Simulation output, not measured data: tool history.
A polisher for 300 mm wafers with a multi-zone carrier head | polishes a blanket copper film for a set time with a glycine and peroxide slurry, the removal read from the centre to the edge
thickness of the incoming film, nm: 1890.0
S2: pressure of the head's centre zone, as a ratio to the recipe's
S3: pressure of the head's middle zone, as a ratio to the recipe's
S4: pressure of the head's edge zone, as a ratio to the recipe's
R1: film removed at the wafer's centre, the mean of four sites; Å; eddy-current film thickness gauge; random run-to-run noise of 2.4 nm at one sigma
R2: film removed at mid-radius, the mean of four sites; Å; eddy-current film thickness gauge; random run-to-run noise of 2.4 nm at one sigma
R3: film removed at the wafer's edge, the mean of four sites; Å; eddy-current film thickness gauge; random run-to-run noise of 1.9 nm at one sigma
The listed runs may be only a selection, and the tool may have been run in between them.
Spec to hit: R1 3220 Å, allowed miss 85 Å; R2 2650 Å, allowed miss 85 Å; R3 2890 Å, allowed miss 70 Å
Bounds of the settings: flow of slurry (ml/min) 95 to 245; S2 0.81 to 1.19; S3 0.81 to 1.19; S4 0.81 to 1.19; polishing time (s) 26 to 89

{"run": 1, "hour": 0.0, "flow of slurry (ml/min)": 155, "S2": 1, "S3": 1, "S4": 1, "polishing time (s)": 57, "R1": 2250.9, "R2": 2336.9, "R3": 2327.3}
{"run": 2, "hour": 2.6, "flow of slurry (ml/min)": 175, "S2": 1, "S3": 1, "S4": 1, "polishing time (s)": 57, "R1": 2291.8, "R2": 2370, "R3": 2335.2}
{"run": 3, "hour": 6.7, "flow of slurry (ml/min)": 175, "S2": 1, "S3": 1, "S4": 1, "polishing time (s)": 70, "R1": 2768.1, "R2": 2844.1, "R3": 2890.5}
{"run": 4, "hour": 12.0, "flow of slurry (ml/min)": 180, "S2": 1.02, "S3": 0.98, "S4": 1, "polishing time (s)": 70, "R1": 2853.8, "R2": 2890.9, "R3": 2915}
{"run": 5, "hour": 15.9, "flow of slurry (ml/min)": 180, "S2": 1.02, "S3": 0.98, "S4": 1.07, "polishing time (s)": 70, "R1": 2882.1, "R2": 2846.6, "R3": 3024.3}
{"run": 6, "hour": 18.8, "flow of slurry (ml/min)": 180, "S2": 1.02, "S3": 1.05, "S4": 1.07, "polishing time (s)": 70, "R1": 2863.6, "R2": 2997.5, "R3": 2987.6}
{"run": 7, "hour": 23.1, "flow of slurry (ml/min)": 180, "S2": 1.04, "S3": 1.02, "S4": 1.06, "polishing time (s)": 70, "R1": 2946.5, "R2": 2981.8, "R3": 2955.3}
{"run": 8, "hour": 31.7, "flow of slurry (ml/min)": 180, "S2": 1.13, "S3": 0.92, "S4": 1.09, "polishing time (s)": 69, "R1": 3175.7, "R2": 2728.2, "R3": 3003}
{"run": 9, "hour": 36.1, "flow of slurry (ml/min)": 180, "S2": 1.14, "S3": 0.92, "S4": 1.08, "polishing time (s)": 69, "R1": 3169, "R2": 2705.8, "R3": 2940.2}

Which of these 4 next moves meets every target?
{"run": "A", "hour": 40.5, "flow of slurry (ml/min)": 180, "S2": 1.13, "S3": 0.97, "S4": 1.08, "polishing time (s)": 69, "R1": "?", "R2": "?", "R3": "?"}
{"run": "B", "hour": 40.5, "flow of slurry (ml/min)": 195, "S2": 1.12, "S3": 0.95, "S4": 1.19, "polishing time (s)": 67, "R1": "?", "R2": "?", "R3": "?"}
{"run": "C", "hour": 40.5, "flow of slurry (ml/min)": 185, "S2": 1.14, "S3": 0.85, "S4": 1.1, "polishing time (s)": 70, "R1": "?", "R2": "?", "R3": "?"}
{"run": "D", "hour": 40.5, "flow of slurry (ml/min)": 225, "S2": 1.18, "S3": 0.91, "S4": 1.1, "polishing time (s)": 65, "R1": "?", "R2": "?", "R3": "?"}

move=A R1=3138.7 R2=2827 R3=2951.5
move=B R1=3065 R2=2743.7 R3=3034.2
move=C R1=3227.2 R2=2649.7 R3=3034.7
move=D R1=3206.5 R2=2643.3 R3=2878.1
A: puts the biggest miss on target and leaves a different result outside tolerance
B: moves away from the targets compared with the last run
C: moves away from the targets compared with the last run
D: hits every target within its allowed miss
D is the move that brings every result within its allowed miss.

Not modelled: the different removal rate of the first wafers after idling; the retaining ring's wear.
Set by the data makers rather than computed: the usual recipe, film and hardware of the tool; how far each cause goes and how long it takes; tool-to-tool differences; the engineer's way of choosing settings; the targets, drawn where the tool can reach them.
